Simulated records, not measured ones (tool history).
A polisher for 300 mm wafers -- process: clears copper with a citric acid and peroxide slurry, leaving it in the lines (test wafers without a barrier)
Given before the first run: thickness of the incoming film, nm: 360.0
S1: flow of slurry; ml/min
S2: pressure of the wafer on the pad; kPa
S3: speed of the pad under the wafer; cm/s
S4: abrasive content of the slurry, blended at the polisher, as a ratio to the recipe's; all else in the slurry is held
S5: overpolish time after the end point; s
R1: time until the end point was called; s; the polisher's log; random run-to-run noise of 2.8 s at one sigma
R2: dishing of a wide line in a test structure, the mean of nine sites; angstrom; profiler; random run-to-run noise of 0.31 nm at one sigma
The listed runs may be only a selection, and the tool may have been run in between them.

| run | hour | S1 | S2 | S3 | S4 | S5 | R1 | R2 |
|---|---|---|---|---|---|---|---|---|
| 1 | 0 | 265 | 17.2 | 126 | 1 | 17 | 151.38 | 294.61 |
| 2 | 2.5 | 265 | 17.2 | 126 | 1 | 16 | 153.11 | 289.52 |
| 3 | 3.3 | 265 | 17.2 | 126 | 1.1 | 16 | 147.66 | 288.2 |
| 4 | 7.6 | 225 | 17.2 | 126 | 1.1 | 16 | 155.63 | 284.95 |
| 5 | 8.5 | 230 | 16.5 | 126 | 1.1 | 15 | 156.54 | 252.02 |
| 6 | 11 | 185 | 16.5 | 126 | 1.1 | 15 | 161.91 | 252.1 |
| 7 | 18.8 | 190 | 16.5 | 126 | 1.1 | 15 | 154.1 | 253.62 |

Expected results for the next run?
| 8 | 26.6 | 190 | 15.2 | 126 | 1.1 | 14 | ? | ? |

{"run 8": {"R1": 174.42, "R2": 214.25}}

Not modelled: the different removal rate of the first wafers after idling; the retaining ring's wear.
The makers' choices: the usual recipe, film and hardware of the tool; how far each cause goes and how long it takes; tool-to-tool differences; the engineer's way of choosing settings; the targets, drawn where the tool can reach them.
